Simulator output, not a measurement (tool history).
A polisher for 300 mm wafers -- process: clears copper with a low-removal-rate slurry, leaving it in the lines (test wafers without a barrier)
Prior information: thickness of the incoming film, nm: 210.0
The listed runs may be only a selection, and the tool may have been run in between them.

| run | hour | flow of slurry (ml/min) | pressure of the wafer on the pad (psi) | speed of the pad under the wafer (cm/s) | abrasive content of the slurry | overpolish time after the end point (s) | time until the end point was called (s) | dishing of a wide line in a test structure (angstrom) |
|---|---|---|---|---|---|---|---|---|
| 1 | 0.0 | 255 | 2.3 | 92 | 1.0 | 16 | 100.380 | 189.62 |
| 2 | 3.0 | 255 | 2.5 | 92 | 1.0 | 17 | 91.592 | 206.79 |
| 3 | 8.1 | 255 | 2.1 | 92 | 1.0 | 17 | 111.580 | 181.80 |
| 4 | 12.4 | 255 | 2.4 | 94 | 1.0 | 18 | 92.873 | 212.79 |
| 5 | 13.5 | 255 | 2.6 | 94 | 1.0 | 19 | 84.970 | 223.29 |
| 6 | 16.7 | 255 | 2.6 | 94 | 1.0 | 22 | 85.164 | 249.76 |
| 7 | 22.7 | 255 | 2.7 | 94 | 1.0 | 23 | 79.981 | 270.87 |

Run 8 is up next; what results do you expect?
| 8 | 26.1 | 255 | 2.8 | 94 | 1.0 | 23 | ? | ? |

{"run 8": {"time until the end point was called (s)": 80.349, "dishing of a wide line in a test structure (angstrom)": 260.2}}
